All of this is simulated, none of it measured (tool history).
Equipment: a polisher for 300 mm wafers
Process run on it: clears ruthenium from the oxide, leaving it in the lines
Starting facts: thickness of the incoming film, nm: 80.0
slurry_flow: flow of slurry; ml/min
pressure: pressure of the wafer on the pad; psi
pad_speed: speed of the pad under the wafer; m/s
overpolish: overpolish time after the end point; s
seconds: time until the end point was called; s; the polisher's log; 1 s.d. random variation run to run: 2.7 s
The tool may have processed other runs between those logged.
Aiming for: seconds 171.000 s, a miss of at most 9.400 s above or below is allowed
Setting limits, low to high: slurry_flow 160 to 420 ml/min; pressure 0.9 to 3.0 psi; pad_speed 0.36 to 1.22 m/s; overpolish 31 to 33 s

run    day  slurry_flow  pressure  pad_speed  overpolish  seconds
  1  0.000          270       1.9       0.78          31   75.682
  2  0.229          270       1.9       0.78          33   74.561
  3  0.517          200       1.9       0.78          33   80.247
  4  0.567          195       1.6       0.72          33   98.576
  5  0.592          195       1.6       0.72          33   97.703
  6  0.800          190       1.4       0.66          33  126.750
  7  0.833          190       1.4       0.66          33  124.760
  8  1.079          190       1.2       0.66          33  141.840
  9  1.288          190       1.1       0.66          33  153.560
 10  1.571          190       1.1       0.66          33  155.900

5 candidate next runs follow, results not yet known. Just one meets every target within its allowed miss. Identify it.
  A  1.854          165       1.7       0.42          33        ?
  B  1.854          160       1.0       0.74          32        ?
  C  1.854          160       1.1       0.72          31        ?
  D  1.854          180       1.0       0.64          31        ?
  E  1.854          220       1.2       0.62          33        ?

move  seconds
   A  157.770
   B  159.730
   C  150.370
   D  177.050
   E  149.920
A: an improvement on the last run, though not all results are within tolerance
B: an improvement on the last run, though not all results are within tolerance
C: lands further from the targets than the last run did
D: every result lands within tolerance
E: lands further from the targets than the last run did
Move D is the one to make.

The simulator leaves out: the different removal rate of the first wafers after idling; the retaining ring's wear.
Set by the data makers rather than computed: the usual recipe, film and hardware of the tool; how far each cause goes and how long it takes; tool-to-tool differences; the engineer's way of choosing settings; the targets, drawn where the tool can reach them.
